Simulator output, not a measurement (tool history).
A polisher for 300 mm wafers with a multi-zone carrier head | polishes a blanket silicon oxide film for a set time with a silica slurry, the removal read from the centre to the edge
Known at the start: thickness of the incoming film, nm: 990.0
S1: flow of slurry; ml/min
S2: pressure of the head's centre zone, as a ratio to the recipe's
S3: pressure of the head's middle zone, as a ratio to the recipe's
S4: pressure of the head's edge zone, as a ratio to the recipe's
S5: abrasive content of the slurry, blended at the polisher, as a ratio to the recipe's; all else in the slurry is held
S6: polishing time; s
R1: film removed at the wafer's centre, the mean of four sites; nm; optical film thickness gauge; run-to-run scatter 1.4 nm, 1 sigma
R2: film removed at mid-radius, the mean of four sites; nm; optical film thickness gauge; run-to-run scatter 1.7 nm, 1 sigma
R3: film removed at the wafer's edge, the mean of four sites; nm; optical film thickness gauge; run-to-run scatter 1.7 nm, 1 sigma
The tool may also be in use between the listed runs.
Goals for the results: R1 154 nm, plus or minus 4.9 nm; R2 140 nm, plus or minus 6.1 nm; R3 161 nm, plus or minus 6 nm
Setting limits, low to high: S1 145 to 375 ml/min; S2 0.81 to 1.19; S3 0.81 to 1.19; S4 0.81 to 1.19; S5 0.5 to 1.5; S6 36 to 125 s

{"run": 1, "hour": 0.0, "S1": 240, "S2": 1, "S3": 1, "S4": 1, "S5": 1, "S6": 80, "R1": 302.2, "R2": 304.74, "R3": 312.97}
{"run": 2, "hour": 5.7, "S1": 230, "S2": 0.99, "S3": 0.95, "S4": 0.98, "S5": 0.85, "S6": 71, "R1": 241.67, "R2": 227.92, "R3": 255.07}
{"run": 3, "hour": 13.6, "S1": 230, "S2": 0.98, "S3": 0.94, "S4": 0.94, "S5": 0.75, "S6": 66, "R1": 205.42, "R2": 199.61, "R3": 211.76}
{"run": 4, "hour": 22.3, "S1": 230, "S2": 0.98, "S3": 1, "S4": 0.94, "S5": 0.75, "S6": 66, "R1": 204.31, "R2": 209.32, "R3": 211.87}
{"run": 5, "hour": 24.3, "S1": 230, "S2": 1.05, "S3": 1, "S4": 0.94, "S5": 0.75, "S6": 66, "R1": 221.4, "R2": 207.68, "R3": 213.26}
{"run": 6, "hour": 25.2, "S1": 255, "S2": 1.05, "S3": 1, "S4": 0.94, "S5": 0.75, "S6": 66, "R1": 227.51, "R2": 213.01, "R3": 215.2}
{"run": 7, "hour": 28.4, "S1": 240, "S2": 1.02, "S3": 0.95, "S4": 0.92, "S5": 0.65, "S6": 64, "R1": 191.56, "R2": 178.93, "R3": 187.46}
{"run": 8, "hour": 34.7, "S1": 225, "S2": 1, "S3": 0.91, "S4": 0.9, "S5": 0.65, "S6": 64, "R1": 184.22, "R2": 172.99, "R3": 184.66}
{"run": 9, "hour": 42.1, "S1": 225, "S2": 1, "S3": 0.91, "S4": 0.9, "S5": 0.65, "S6": 64, "R1": 185.03, "R2": 173.18, "R3": 188.11}
{"run": 10, "hour": 43.7, "S1": 220, "S2": 0.99, "S3": 0.89, "S4": 0.89, "S5": 0.6, "S6": 63, "R1": 171.5, "R2": 158.29, "R3": 172.22}
{"run": 11, "hour": 51.7, "S1": 210, "S2": 0.98, "S3": 0.87, "S4": 0.88, "S5": 0.6, "S6": 63, "R1": 168.79, "R2": 152.81, "R3": 171.5}
{"run": 12, "hour": 57.7, "S1": 200, "S2": 0.97, "S3": 0.86, "S4": 0.86, "S5": 0.6, "S6": 63, "R1": 164.27, "R2": 150.29, "R3": 163.76}
{"run": 13, "hour": 62.3, "S1": 190, "S2": 0.96, "S3": 0.85, "S4": 0.87, "S5": 0.6, "S6": 63, "R1": 161.39, "R2": 146.11, "R3": 169.93}
{"run": 14, "hour": 64.7, "S1": 185, "S2": 0.96, "S3": 0.85, "S4": 0.86, "S5": 0.6, "S6": 63, "R1": 158.08, "R2": 146.3, "R3": 170.57}
{"run": 15, "hour": 68.3, "S1": 185, "S2": 0.96, "S3": 0.85, "S4": 0.86, "S5": 0.6, "S6": 63, "R1": 161.57, "R2": 146.57, "R3": 166.89}
{"run": 16, "hour": 75.0, "S1": 185, "S2": 0.96, "S3": 0.85, "S4": 0.86, "S5": 0.6, "S6": 63, "R1": 161.33, "R2": 146.15, "R3": 165.18}

Exercise: of the 4 proposed moves below, exactly one satisfies all targets within the stated allowed misses. Which move is it?
{"run": "A", "hour": 81.7, "S1": 175, "S2": 0.9, "S3": 0.97, "S4": 0.81, "S5": 0.7, "S6": 56, "R1": "?", "R2": "?", "R3": "?"}
{"run": "B", "hour": 81.7, "S1": 190, "S2": 0.94, "S3": 0.82, "S4": 0.82, "S5": 0.6, "S6": 62, "R1": "?", "R2": "?", "R3": "?"}
{"run": "C", "hour": 81.7, "S1": 205, "S2": 1, "S3": 0.88, "S4": 0.9, "S5": 0.5, "S6": 70, "R1": "?", "R2": "?", "R3": "?"}
{"run": "D", "hour": 81.7, "S1": 150, "S2": 0.94, "S3": 0.82, "S4": 0.98, "S5": 0.5, "S6": 72, "R1": "?", "R2": "?", "R3": "?"}

move=A R1=146.08 R2=157.97 R3=161.55
move=B R1=155.56 R2=139.88 R3=164.68
move=C R1=166.67 R2=148.8 R3=170.17
move=D R1=149.72 R2=135.58 R3=173.1
A: takes the result that was furthest off past its target
B: every result lands within tolerance
C: moves away from the targets compared with the last run
D: brings the result that was furthest off to its target, and leaves another outside
The move that meets every target is B.
